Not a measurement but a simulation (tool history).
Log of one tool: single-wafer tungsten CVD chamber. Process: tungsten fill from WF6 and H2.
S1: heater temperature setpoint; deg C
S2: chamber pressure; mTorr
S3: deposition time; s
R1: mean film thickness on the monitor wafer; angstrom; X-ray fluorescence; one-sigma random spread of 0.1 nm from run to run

run,hour,S1,S2,S3,R1
1,0.0,390,31200,11.1,286.64
2,5.1,390,34000,11.1,294.69
3,12.3,389,33900,11.1,288.44
4,19.9,380,33900,11.1,233.17
5,26.2,381,33900,11.1,242.24
6,30.0,381,29700,11.1,230.99
7,33.8,382,29700,11.1,234.46
8,42.5,383,29700,11.1,240.42

Estimate the outcome of run 9 from the log above:
9,47.1,384,29800,11.1,?

{"run 9": {"R1": 245.46}}
